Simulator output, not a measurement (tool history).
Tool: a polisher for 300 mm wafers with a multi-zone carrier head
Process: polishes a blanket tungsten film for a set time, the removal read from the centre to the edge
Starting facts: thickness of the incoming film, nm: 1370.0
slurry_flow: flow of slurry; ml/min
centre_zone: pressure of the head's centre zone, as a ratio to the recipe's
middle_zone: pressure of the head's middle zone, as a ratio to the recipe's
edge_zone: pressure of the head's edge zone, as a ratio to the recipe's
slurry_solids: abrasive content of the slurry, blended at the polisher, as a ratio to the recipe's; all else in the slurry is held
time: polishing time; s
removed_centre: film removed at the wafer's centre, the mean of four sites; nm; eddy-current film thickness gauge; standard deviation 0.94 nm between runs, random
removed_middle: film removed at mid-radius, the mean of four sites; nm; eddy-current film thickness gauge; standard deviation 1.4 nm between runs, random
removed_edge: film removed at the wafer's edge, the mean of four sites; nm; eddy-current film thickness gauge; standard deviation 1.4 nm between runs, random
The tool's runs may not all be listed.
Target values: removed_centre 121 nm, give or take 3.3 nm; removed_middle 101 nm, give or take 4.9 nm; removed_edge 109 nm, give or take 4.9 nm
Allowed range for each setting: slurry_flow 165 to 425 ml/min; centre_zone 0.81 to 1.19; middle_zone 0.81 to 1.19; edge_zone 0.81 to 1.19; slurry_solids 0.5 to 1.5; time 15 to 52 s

{"run": 1, "hour": 0.0, "slurry_flow": 275, "centre_zone": 1, "middle_zone": 1, "edge_zone": 1, "slurry_solids": 1, "time": 33, "removed_centre": 152.32, "removed_middle": 149.99, "removed_edge": 157.75}
{"run": 2, "hour": 1.7, "slurry_flow": 275, "centre_zone": 1.01, "middle_zone": 0.99, "edge_zone": 0.99, "slurry_solids": 0.95, "time": 32, "removed_centre": 145.62, "removed_middle": 138.66, "removed_edge": 146.45}
{"run": 3, "hour": 6.7, "slurry_flow": 275, "centre_zone": 1.01, "middle_zone": 0.98, "edge_zone": 0.98, "slurry_solids": 0.9, "time": 32, "removed_centre": 146.56, "removed_middle": 135.83, "removed_edge": 144.59}
{"run": 4, "hour": 8.5, "slurry_flow": 275, "centre_zone": 1.01, "middle_zone": 0.98, "edge_zone": 0.98, "slurry_solids": 1.05, "time": 32, "removed_centre": 152.62, "removed_middle": 141.96, "removed_edge": 152.89}
{"run": 5, "hour": 15.6, "slurry_flow": 275, "centre_zone": 1.01, "middle_zone": 0.98, "edge_zone": 0.98, "slurry_solids": 1.05, "time": 29, "removed_centre": 135.7, "removed_middle": 130.69, "removed_edge": 138.15}
{"run": 6, "hour": 20.3, "slurry_flow": 330, "centre_zone": 1.01, "middle_zone": 0.98, "edge_zone": 0.98, "slurry_solids": 1.05, "time": 29, "removed_centre": 139.89, "removed_middle": 133.38, "removed_edge": 143.12}
{"run": 7, "hour": 22.2, "slurry_flow": 320, "centre_zone": 1.01, "middle_zone": 0.97, "edge_zone": 0.96, "slurry_solids": 1, "time": 29, "removed_centre": 139.05, "removed_middle": 128.39, "removed_edge": 141.81}
{"run": 8, "hour": 30.0, "slurry_flow": 310, "centre_zone": 1.01, "middle_zone": 0.97, "edge_zone": 0.96, "slurry_solids": 0.95, "time": 29, "removed_centre": 136.66, "removed_middle": 127.15, "removed_edge": 136.64}
{"run": 9, "hour": 31.2, "slurry_flow": 310, "centre_zone": 1.01, "middle_zone": 0.97, "edge_zone": 0.96, "slurry_solids": 0.95, "time": 29, "removed_centre": 136.29, "removed_middle": 124.99, "removed_edge": 134.18}
{"run": 10, "hour": 33.0, "slurry_flow": 305, "centre_zone": 1, "middle_zone": 0.96, "edge_zone": 0.95, "slurry_solids": 0.95, "time": 29, "removed_centre": 134.41, "removed_middle": 123.18, "removed_edge": 133.62}

Exercise: of the 4 proposed moves below, exactly one satisfies all targets within the stated allowed misses. Which move is it?
{"run": "A", "hour": 34.8, "slurry_flow": 315, "centre_zone": 0.9, "middle_zone": 0.87, "edge_zone": 1.12, "slurry_solids": 0.7, "time": 40, "removed_centre": "?", "removed_middle": "?", "removed_edge": "?"}
{"run": "B", "hour": 34.8, "slurry_flow": 320, "centre_zone": 1.06, "middle_zone": 1.14, "edge_zone": 0.94, "slurry_solids": 0.65, "time": 28, "removed_centre": "?", "removed_middle": "?", "removed_edge": "?"}
{"run": "C", "hour": 34.8, "slurry_flow": 305, "centre_zone": 0.99, "middle_zone": 0.86, "edge_zone": 0.98, "slurry_solids": 1.1, "time": 25, "removed_centre": "?", "removed_middle": "?", "removed_edge": "?"}
{"run": "D", "hour": 34.8, "slurry_flow": 290, "centre_zone": 1.06, "middle_zone": 0.91, "edge_zone": 0.86, "slurry_solids": 0.8, "time": 26, "removed_centre": "?", "removed_middle": "?", "removed_edge": "?"}

move=A removed_centre=156.84 removed_middle=151.13 removed_edge=189.91
move=B removed_centre=127.09 removed_middle=130.82 removed_edge=120.01
move=C removed_centre=118.96 removed_middle=103.5 removed_edge=123.29
move=D removed_centre=122.1 removed_middle=104.14 removed_edge=111.74
A: further off than the last run
B: further off than the last run
C: closes in on the targets versus the last run, not all within tolerance yet
D: each result inside its tolerance
Answer: D
